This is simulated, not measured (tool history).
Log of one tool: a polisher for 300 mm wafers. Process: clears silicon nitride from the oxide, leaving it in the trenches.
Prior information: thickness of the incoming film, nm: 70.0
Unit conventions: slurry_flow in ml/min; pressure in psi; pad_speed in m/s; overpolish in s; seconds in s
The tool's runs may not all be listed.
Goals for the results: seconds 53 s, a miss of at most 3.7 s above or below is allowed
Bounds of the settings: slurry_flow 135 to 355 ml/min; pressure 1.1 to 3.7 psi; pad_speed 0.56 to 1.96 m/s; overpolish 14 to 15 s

run 1 hour=0 | slurry_flow=225 pressure=2.4 pad_speed=1.26 overpolish=14 | seconds=79.145
run 2 hour=6.1 | slurry_flow=195 pressure=2.4 pad_speed=1.26 overpolish=14 | seconds=80.492
run 3 hour=10.5 | slurry_flow=195 pressure=2.6 pad_speed=1.28 overpolish=14 | seconds=74.52
run 4 hour=17.2 | slurry_flow=195 pressure=2.8 pad_speed=1.3 overpolish=14 | seconds=68.43
run 5 hour=18.2 | slurry_flow=195 pressure=2.5 pad_speed=1.3 overpolish=14 | seconds=75.12
run 6 hour=19.5 | slurry_flow=195 pressure=2 pad_speed=1.3 overpolish=14 | seconds=93.723
run 7 hour=24.4 | slurry_flow=195 pressure=2.3 pad_speed=1.34 overpolish=14 | seconds=77.978
run 8 hour=25.8 | slurry_flow=195 pressure=2.5 pad_speed=1.36 overpolish=14 | seconds=72.249

Which single option among these 5 for the next run brings every result within its allowed miss of target? Just one does.
run A hour=27.2 | slurry_flow=235 pressure=2.8 pad_speed=1.36 overpolish=14 | seconds=?
run B hour=27.2 | slurry_flow=230 pressure=2.6 pad_speed=1.48 overpolish=14 | seconds=?
run C hour=27.2 | slurry_flow=180 pressure=3.2 pad_speed=1.44 overpolish=14 | seconds=?
run D hour=27.2 | slurry_flow=205 pressure=2.7 pad_speed=1.48 overpolish=14 | seconds=?
run E hour=27.2 | slurry_flow=210 pressure=3.1 pad_speed=1.3 overpolish=15 | seconds=?

move=A seconds=61.428
move=B seconds=60.936
move=C seconds=52.5
move=D seconds=59.449
move=E seconds=58.79
A: better than the last run, though not everything is in spec
B: better than the last run, though not everything is in spec
C: in spec on every target
D: better than the last run, though not everything is in spec
E: better than the last run, though not everything is in spec
The right move is C.
